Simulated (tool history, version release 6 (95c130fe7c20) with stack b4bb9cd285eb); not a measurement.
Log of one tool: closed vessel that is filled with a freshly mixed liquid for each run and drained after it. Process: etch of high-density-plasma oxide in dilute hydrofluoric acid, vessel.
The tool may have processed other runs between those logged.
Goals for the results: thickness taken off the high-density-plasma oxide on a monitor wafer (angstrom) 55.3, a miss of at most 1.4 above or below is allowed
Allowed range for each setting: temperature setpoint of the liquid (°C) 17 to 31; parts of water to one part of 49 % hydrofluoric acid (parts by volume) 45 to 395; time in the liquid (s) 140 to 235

run	hour	temperature setpoint of the liquid (°C)	parts of water to one part of 49 % hydrofluoric acid (parts by volume)	time in the liquid (s)	thickness taken off the high-density-plasma oxide on a monitor wafer (angstrom)
1	0	23	220	235	46.76
2	4.2	24	220	235	48.531
3	5.6	24	220	235	48.392
4	6.8	24	220	235	48.18
5	9	20.5	220	235	42.293
6	14.6	21.5	220	235	43.881
7	17.5	22.5	220	235	45.651
8	22.7	23.5	220	235	47.519
9	31.2	24	220	235	48.367
10	35.2	24.5	220	235	48.706
11	40.8	25	220	235	50
12	46.9	25.5	220	235	50.742
13	53.7	26	220	235	52.117
14	54.8	26.5	220	235	53.098

Which one of the following 4 next-run settings gets every result inside its allowed miss? There is exactly one.
A	55.9	28	235	230	?
B	55.9	26	210	235	?
C	55.9	27	225	235	?
D	55.9	25.5	140	140	?

move	thickness taken off the high-density-plasma oxide on a monitor wafer (angstrom)
A	50.108
B	54.916
C	52.227
D	52.229
A: lands further from the targets than the last run did
B: each result inside its tolerance
C: lands further from the targets than the last run did
D: lands further from the targets than the last run did
Answer: B
